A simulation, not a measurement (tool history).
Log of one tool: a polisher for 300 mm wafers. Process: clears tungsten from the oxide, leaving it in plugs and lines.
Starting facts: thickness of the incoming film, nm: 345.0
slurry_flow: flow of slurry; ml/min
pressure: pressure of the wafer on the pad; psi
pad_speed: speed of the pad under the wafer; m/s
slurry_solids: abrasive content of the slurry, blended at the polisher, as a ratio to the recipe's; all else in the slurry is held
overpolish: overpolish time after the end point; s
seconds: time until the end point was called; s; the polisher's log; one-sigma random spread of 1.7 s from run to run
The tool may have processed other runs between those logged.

run,hour,slurry_flow,pressure,pad_speed,slurry_solids,overpolish,seconds
1,0,190,2.3,1.04,1,9,141.93
2,1.6,190,1.8,1.04,1,9,177.55
3,5.3,190,2.1,1.06,1,9,149.65
4,12.7,160,2.1,1.06,1,9,157.62
5,15.9,160,2.5,1.06,1,9,126.3
6,23.6,160,2.6,1.06,1,9,126.57

Run 7, settings as shown, results not yet in. Your forecast:
7,27,160,2.7,1.06,1,9,?

seconds: 120.51 s
